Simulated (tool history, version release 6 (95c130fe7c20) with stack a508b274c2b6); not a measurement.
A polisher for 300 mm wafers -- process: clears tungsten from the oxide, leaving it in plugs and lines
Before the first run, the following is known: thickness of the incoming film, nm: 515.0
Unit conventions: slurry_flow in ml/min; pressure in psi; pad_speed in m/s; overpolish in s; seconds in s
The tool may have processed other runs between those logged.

run  hour  slurry_flow  pressure  pad_speed  slurry_solids  overpolish  seconds
  1   0.0          135       4.6       1.26            1.0           4   64.640
  2   3.6          165       4.6       1.26            1.0           4   61.767
  3   8.3          165       4.6       1.38            1.0           4   57.006
  4   9.8          170       4.7       1.38            1.0           4   55.869
  5  17.4          170       4.8       1.38            1.0           4   54.479
  6  18.5          170       4.8       1.38            1.0           4   54.859
  7  26.5          170       4.9       1.38            1.0           4   52.841
  8  31.3          170       5.0       1.38            1.0           4   52.337

Run 9 comes next. What will it give?
  9  39.7          170       5.1       1.38            1.0           4        ?

{"run 9": {"seconds": 51.42}}

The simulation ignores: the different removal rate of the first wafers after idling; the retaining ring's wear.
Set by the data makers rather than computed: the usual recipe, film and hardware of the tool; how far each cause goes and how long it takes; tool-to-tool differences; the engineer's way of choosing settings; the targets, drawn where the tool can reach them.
